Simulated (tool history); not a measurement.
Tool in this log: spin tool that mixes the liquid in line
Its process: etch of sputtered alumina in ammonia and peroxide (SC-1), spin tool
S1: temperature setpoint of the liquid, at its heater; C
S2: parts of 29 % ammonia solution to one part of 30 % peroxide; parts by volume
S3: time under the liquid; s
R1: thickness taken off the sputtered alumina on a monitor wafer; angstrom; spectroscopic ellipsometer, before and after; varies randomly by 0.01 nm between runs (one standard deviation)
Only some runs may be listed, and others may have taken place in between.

run  hour    S1    S2  S3      R1
  1   0.0  54.0  0.70  50  27.730
  2   8.9  54.0  0.45  50  26.385
  3  10.6  53.0  0.45  50  25.198
  4  12.5  59.5  0.45  50  35.597
  5  18.2  59.5  0.20  50  33.097
  6  21.0  59.5  0.20  50  32.952

Forecast run 7:
  7  28.6  57.5  0.20  50   ?

{"run 7": {"R1": 29.632}}
